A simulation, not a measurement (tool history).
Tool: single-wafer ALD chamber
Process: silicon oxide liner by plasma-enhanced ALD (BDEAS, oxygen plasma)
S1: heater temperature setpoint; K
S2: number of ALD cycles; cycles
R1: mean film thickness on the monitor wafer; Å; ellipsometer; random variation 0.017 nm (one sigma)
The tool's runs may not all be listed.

run  hour      S1  S2      R1
  1   0.0  593.15  62  58.119
  2   0.7  593.15  64  60.122
  3   5.5  587.15  64  60.861
  4   8.4  587.15  68  64.376
  5  16.9  580.15  68  64.914
  6  23.1  580.15  62  59.225

The next listed run, before its measurement:
  7  28.7  580.15  64   ?

R1: 61.251 Å
